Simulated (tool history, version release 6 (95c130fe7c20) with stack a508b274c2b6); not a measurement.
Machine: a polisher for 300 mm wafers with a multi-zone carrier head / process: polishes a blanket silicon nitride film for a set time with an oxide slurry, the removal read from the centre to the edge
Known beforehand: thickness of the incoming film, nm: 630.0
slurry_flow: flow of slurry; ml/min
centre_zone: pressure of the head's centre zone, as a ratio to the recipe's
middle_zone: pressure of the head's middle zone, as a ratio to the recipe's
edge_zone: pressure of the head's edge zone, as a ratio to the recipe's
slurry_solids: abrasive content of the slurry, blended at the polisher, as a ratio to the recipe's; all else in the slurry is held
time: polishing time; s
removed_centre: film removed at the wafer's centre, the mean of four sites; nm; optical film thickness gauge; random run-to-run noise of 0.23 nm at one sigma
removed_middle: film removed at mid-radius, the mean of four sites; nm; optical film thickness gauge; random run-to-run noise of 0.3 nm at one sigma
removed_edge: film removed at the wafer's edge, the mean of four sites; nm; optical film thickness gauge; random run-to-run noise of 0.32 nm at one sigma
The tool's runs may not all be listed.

| run | hour | slurry_flow | centre_zone | middle_zone | edge_zone | slurry_solids | time | removed_centre | removed_middle | removed_edge |
|---|---|---|---|---|---|---|---|---|---|---|
| 1 | 0.0 | 135 | 1.00 | 1.00 | 1.00 | 1.00 | 78 | 48.822 | 48.860 | 51.759 |
| 2 | 1.2 | 135 | 1.00 | 1.00 | 1.00 | 1.00 | 68 | 41.526 | 43.182 | 44.225 |
| 3 | 7.7 | 135 | 1.00 | 1.00 | 1.00 | 1.00 | 81 | 50.077 | 51.502 | 52.817 |
| 4 | 14.0 | 135 | 1.02 | 0.98 | 0.95 | 0.85 | 78 | 45.881 | 44.748 | 45.104 |
| 5 | 22.1 | 125 | 1.02 | 0.94 | 0.91 | 0.75 | 78 | 41.449 | 39.926 | 40.806 |
| 6 | 30.9 | 120 | 1.04 | 0.92 | 0.88 | 0.70 | 78 | 40.291 | 36.657 | 39.267 |

Run 7, settings as shown, results not yet in. Your forecast:
| 7 | 39.9 | 120 | 1.05 | 0.93 | 0.86 | 0.65 | 78 | ? | ? | ? |

removed_centre: 38.579 nm
removed_middle: 36.183 nm
removed_edge: 36.709 nm
